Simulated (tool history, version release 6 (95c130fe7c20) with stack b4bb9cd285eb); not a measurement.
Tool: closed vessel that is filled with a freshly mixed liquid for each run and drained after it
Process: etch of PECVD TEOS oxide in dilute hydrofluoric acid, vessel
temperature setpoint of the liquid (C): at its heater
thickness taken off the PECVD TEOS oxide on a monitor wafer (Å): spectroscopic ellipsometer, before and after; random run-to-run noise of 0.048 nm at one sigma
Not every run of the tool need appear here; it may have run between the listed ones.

| run | hour | temperature setpoint of the liquid (C) | parts of water to one part of 49 % hydrofluoric acid (parts by volume) | time in the liquid (s) | thickness taken off the PECVD TEOS oxide on a monitor wafer (Å) |
|---|---|---|---|---|---|
| 1 | 0 | 24 | 250 | 275 | 104.12 |
| 2 | 5.5 | 22 | 265 | 275 | 88.497 |
| 3 | 6.8 | 22 | 190 | 275 | 133.87 |
| 4 | 14.7 | 19 | 190 | 275 | 120.14 |
| 5 | 21.5 | 19 | 150 | 275 | 158.67 |
| 6 | 23.5 | 19 | 150 | 275 | 157.34 |
| 7 | 25.6 | 19 | 150 | 275 | 157.04 |
| 8 | 33.6 | 18.5 | 195 | 275 | 112.15 |
| 9 | 38.9 | 18 | 220 | 275 | 96.255 |
| 10 | 47.2 | 17.5 | 240 | 275 | 85.335 |
| 11 | 53.6 | 17.5 | 255 | 275 | 79.59 |
| 12 | 62.9 | 17.5 | 265 | 275 | 75.299 |
| 13 | 71.9 | 17.5 | 275 | 275 | 71.791 |
| 14 | 74 | 17.5 | 280 | 275 | 70.282 |

What will run 15 give?
| 15 | 81.4 | 17.5 | 285 | 275 | ? |

{"run 15": {"thickness taken off the PECVD TEOS oxide on a monitor wafer (Å)": 68.611}}

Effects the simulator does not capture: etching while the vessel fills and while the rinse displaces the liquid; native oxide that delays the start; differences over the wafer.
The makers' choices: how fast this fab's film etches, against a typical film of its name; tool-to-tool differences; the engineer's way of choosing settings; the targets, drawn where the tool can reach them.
